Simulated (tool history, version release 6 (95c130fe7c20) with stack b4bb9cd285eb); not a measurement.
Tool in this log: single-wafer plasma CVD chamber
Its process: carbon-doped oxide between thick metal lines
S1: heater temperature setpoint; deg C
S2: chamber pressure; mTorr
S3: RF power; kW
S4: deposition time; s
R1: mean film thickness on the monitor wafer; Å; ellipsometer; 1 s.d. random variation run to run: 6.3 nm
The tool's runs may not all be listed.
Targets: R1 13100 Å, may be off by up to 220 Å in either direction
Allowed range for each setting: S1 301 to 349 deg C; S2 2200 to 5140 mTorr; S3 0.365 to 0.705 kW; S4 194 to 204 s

{"run": 1, "day": 0.0, "S1": 325, "S2": 3670, "S3": 0.535, "S4": 204, "R1": 11812}
{"run": 2, "day": 0.242, "S1": 325, "S2": 3670, "S3": 0.535, "S4": 204, "R1": 11835}
{"run": 3, "day": 0.454, "S1": 325, "S2": 3140, "S3": 0.535, "S4": 204, "R1": 11488}
{"run": 4, "day": 0.65, "S1": 320, "S2": 3470, "S3": 0.545, "S4": 204, "R1": 12020}
{"run": 5, "day": 0.833, "S1": 324, "S2": 3470, "S3": 0.545, "S4": 204, "R1": 11886}
{"run": 6, "day": 1.046, "S1": 320, "S2": 3710, "S3": 0.55, "S4": 204, "R1": 12327}
{"run": 7, "day": 1.079, "S1": 317, "S2": 3790, "S3": 0.55, "S4": 204, "R1": 12406}
{"run": 8, "day": 1.15, "S1": 314, "S2": 3920, "S3": 0.55, "S4": 204, "R1": 12547}
{"run": 9, "day": 1.288, "S1": 306, "S2": 4290, "S3": 0.565, "S4": 204, "R1": 13340}

Exactly one of the 4 candidate moves below puts every result within its allowed miss. Which one?
{"run": "A", "day": 1.425, "S1": 304, "S2": 4530, "S3": 0.55, "S4": 204, "R1": "?"}
{"run": "B", "day": 1.425, "S1": 304, "S2": 4230, "S3": 0.595, "S4": 203, "R1": "?"}
{"run": "C", "day": 1.425, "S1": 305, "S2": 3970, "S3": 0.555, "S4": 204, "R1": "?"}
{"run": "D", "day": 1.425, "S1": 304, "S2": 4020, "S3": 0.585, "S4": 204, "R1": "?"}

move=A R1=13384
move=B R1=13616
move=C R1=13110
move=D R1=13483
A: misses by more than the last run did
B: misses by more than the last run did
C: each result inside its tolerance
D: misses by more than the last run did
Correct choice: C, which meets every target
